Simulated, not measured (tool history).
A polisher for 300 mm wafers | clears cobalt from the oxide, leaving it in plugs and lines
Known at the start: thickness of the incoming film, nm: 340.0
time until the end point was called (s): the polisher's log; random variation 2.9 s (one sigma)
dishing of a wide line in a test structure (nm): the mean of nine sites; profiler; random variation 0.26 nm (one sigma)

run  hour  flow of slurry (ml/min)  pressure of the wafer on the pad (psi)  speed of the pad under the wafer (cm/s)  overpolish time after the end point (s)  time until the end point was called (s)  dishing of a wide line in a test structure (nm)
  1   0.0                      305                                     1.8                                       82                                        9                                   87.999                                           21.655
  2   0.6                      265                                     1.8                                       82                                        9                                   89.951                                           20.545
  3   9.2                      265                                     1.7                                       82                                        9                                   91.376                                           21.103
  4  18.0                      265                                     1.7                                       80                                        9                                   91.271                                           20.374
  5  20.2                      265                                     1.7                                       60                                        9                                  122.650                                           16.389
  6  21.5                      265                                     1.7                                       70                                        9                                  111.150                                           18.949
  7  30.5                      265                                     1.3                                       60                                        5                                  164.650                                            8.127

The next listed run, before its measurement:
  8  35.4                      265                                     1.4                                       58                                        7                                        ?                                                ?

time until the end point was called (s): 156.220
dishing of a wide line in a test structure (nm): 11.161
